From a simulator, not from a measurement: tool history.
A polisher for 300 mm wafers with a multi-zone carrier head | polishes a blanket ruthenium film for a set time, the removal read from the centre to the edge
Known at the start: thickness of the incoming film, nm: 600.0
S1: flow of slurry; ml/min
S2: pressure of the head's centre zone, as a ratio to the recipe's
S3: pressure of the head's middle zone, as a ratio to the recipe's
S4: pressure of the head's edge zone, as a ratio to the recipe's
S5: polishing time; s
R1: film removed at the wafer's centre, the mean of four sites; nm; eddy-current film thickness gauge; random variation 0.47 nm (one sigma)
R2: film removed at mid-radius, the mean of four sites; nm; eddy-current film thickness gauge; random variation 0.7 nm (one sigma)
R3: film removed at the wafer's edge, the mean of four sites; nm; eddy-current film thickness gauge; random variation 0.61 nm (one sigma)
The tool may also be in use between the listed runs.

{"run": 1, "hour": 0.0, "S1": 295, "S2": 1, "S3": 1, "S4": 1, "S5": 71, "R1": 44.025, "R2": 44.913, "R3": 44.573}
{"run": 2, "hour": 4.5, "S1": 295, "S2": 0.99, "S3": 0.97, "S4": 1.04, "S5": 76, "R1": 46.627, "R2": 46.525, "R3": 49.022}
{"run": 3, "hour": 10.3, "S1": 295, "S2": 0.98, "S3": 0.96, "S4": 1.07, "S5": 79, "R1": 48.459, "R2": 47.132, "R3": 50.891}
{"run": 4, "hour": 14.3, "S1": 295, "S2": 0.96, "S3": 0.95, "S4": 1.09, "S5": 83, "R1": 50.003, "R2": 51.364, "R3": 54.099}
{"run": 5, "hour": 15.3, "S1": 295, "S2": 0.96, "S3": 0.95, "S4": 1.09, "S5": 72, "R1": 43.445, "R2": 43.175, "R3": 48.082}
{"run": 6, "hour": 24.1, "S1": 295, "S2": 0.96, "S3": 0.95, "S4": 1.09, "S5": 60, "R1": 35.502, "R2": 36.701, "R3": 39.602}
{"hour": 29.5, "done": "worn pad replaced by a new one"}
{"run": 7, "hour": 29.5, "S1": 295, "S2": 0.95, "S3": 0.93, "S4": 1.11, "S5": 68, "R1": 45.482, "R2": 45.037, "R3": 49.627}

Forecast run 8:
{"run": 8, "hour": 31.4, "S1": 345, "S2": 0.85, "S3": 0.85, "S4": 1.19, "S5": 73, "R1": "?", "R2": "?", "R3": "?"}

{"run 8": {"R1": 43.485, "R2": 44.693, "R3": 55.61}}

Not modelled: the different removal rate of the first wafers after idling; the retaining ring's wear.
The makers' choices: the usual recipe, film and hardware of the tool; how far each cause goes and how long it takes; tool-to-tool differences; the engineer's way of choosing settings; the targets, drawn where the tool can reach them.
